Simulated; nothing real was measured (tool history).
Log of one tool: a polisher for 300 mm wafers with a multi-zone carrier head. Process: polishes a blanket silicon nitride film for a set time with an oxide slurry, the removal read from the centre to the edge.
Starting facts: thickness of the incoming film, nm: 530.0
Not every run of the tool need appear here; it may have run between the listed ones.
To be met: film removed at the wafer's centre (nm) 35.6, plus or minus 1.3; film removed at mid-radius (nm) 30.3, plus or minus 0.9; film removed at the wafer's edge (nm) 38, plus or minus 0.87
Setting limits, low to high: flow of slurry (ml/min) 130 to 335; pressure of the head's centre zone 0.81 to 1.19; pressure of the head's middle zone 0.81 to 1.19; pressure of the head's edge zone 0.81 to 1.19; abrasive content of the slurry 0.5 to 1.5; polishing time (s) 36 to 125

run	hour	flow of slurry (ml/min)	pressure of the head's centre zone	pressure of the head's middle zone	pressure of the head's edge zone	abrasive content of the slurry	polishing time (s)	film removed at the wafer's centre (nm)	film removed at mid-radius (nm)	film removed at the wafer's edge (nm)
1	0	215	1	1	1	1	80	43.903	43.037	44.543
2	0.9	205	0.99	0.96	1	0.95	80	40.904	40.139	43.036
3	9.3	205	0.99	0.89	1	0.95	80	41.62	37.822	43.126
4	17.1	195	0.99	0.87	1.01	0.9	80	39.729	35.338	41.104
5	22.5	195	1.04	0.87	1.01	0.9	80	41.111	35.872	41.606
6	24.6	185	1.03	0.86	1.02	0.85	80	38.741	33.282	40.137
7	30.4	175	1.02	0.85	1.02	0.85	80	38.845	32.717	39.681
8	35.4	175	1.02	0.85	1.02	0.85	80	38.373	32.647	39.289
9	42	175	1.02	0.85	1.02	0.85	80	38.418	32.473	39.187
10	47.4	170	1.01	0.85	1.03	0.85	80	37.056	32.014	39.707
11	49.4	165	1.01	0.85	1.03	0.85	80	37.231	32.835	39.43
12	51.2	160	1.01	0.84	1.03	0.85	80	37.456	31.762	38.951

Which single option among these 5 for the next run brings every result within its allowed miss of target? Just one does.
A	53	140	0.92	0.83	0.97	0.95	72	?	?	?
B	53	145	0.96	0.99	1.06	1.05	68	?	?	?
C	53	165	1.06	0.84	0.92	0.75	92	?	?	?
D	53	145	1.03	0.85	1.08	0.8	81	?	?	?
E	53	175	0.99	0.83	1.01	0.9	80	?	?	?

move	film removed at the wafer's centre (nm)	film removed at mid-radius (nm)	film removed at the wafer's edge (nm)
A	31.858	30.263	36.289
B	33.752	35.478	38.227
C	40.411	33.462	38.46
D	35.612	30.732	38.032
E	38.364	33.671	40.742
A: the furthest-off result lands on target, but another misses its tolerance
B: moves away from the targets compared with the last run
C: moves away from the targets compared with the last run
D: hits every target within its allowed miss
E: moves away from the targets compared with the last run
Correct choice: D, which meets every target
